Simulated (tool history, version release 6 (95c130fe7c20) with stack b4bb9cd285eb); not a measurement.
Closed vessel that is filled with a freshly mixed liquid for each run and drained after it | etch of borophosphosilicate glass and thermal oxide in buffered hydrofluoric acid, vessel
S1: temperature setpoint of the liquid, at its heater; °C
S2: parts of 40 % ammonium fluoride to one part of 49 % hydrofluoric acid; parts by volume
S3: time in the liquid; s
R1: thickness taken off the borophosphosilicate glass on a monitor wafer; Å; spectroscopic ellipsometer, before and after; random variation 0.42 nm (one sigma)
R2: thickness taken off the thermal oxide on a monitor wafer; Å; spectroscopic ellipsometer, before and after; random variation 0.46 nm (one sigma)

Run 1, day 0: S1 24 °C, S2 10 parts by volume, S3 60 s. Result: R1 710.03 Å, R2 688.65 Å.
Run 2, day 0.038: S1 23.5 °C, S2 10 parts by volume, S3 60 s. Result: R1 688.26 Å, R2 671.26 Å.
Run 3, day 0.4: S1 23 °C, S2 10 parts by volume, S3 60 s. Result: R1 680.63 Å, R2 647.31 Å.
Run 4, day 0.658: S1 23 °C, S2 8.5 parts by volume, S3 60 s. Result: R1 758.2 Å, R2 736.15 Å.
Run 5, day 0.729: S1 23 °C, S2 8.5 parts by volume, S3 80 s. Result: R1 1019.3 Å, R2 976.87 Å.
Run 6, day 0.967: S1 21 °C, S2 9 parts by volume, S3 80 s. Result: R1 848.4 Å, R2 819.1 Å.
Run 7, day 1.108: S1 19.5 °C, S2 9 parts by volume, S3 80 s. Result: R1 786.93 Å, R2 761.27 Å.

Run 8 comes next. What will it give?
Run 8, day 1.467: S1 19.5 °C, S2 9 parts by volume, S3 80 s. Result: R1 ?, R2 ?.

R1: 790.01 Å
R2: 762.71 Å
